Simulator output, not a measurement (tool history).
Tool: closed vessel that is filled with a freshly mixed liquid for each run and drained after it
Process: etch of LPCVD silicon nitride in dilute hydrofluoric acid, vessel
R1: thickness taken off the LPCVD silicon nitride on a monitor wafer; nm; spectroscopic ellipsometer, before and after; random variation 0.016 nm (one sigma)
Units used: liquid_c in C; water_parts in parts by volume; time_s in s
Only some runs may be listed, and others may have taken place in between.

{"run": 1, "hour": 0.0, "liquid_c": 23, "water_parts": 155, "time_s": 865, "R1": 3.377}
{"run": 2, "hour": 6.2, "liquid_c": 23, "water_parts": 125, "time_s": 865, "R1": 4.1446}
{"run": 3, "hour": 11.5, "liquid_c": 21.5, "water_parts": 135, "time_s": 865, "R1": 3.4511}
{"run": 4, "hour": 19.2, "liquid_c": 21.5, "water_parts": 135, "time_s": 655, "R1": 2.6195}
{"run": 5, "hour": 26.4, "liquid_c": 21, "water_parts": 135, "time_s": 655, "R1": 2.533}
{"run": 6, "hour": 32.7, "liquid_c": 20.5, "water_parts": 135, "time_s": 655, "R1": 2.4373}

The next listed run, before its measurement:
{"run": 7, "hour": 40.3, "liquid_c": 20, "water_parts": 135, "time_s": 655, "R1": "?"}

Run 7 came out at R1 2.3761 nm.
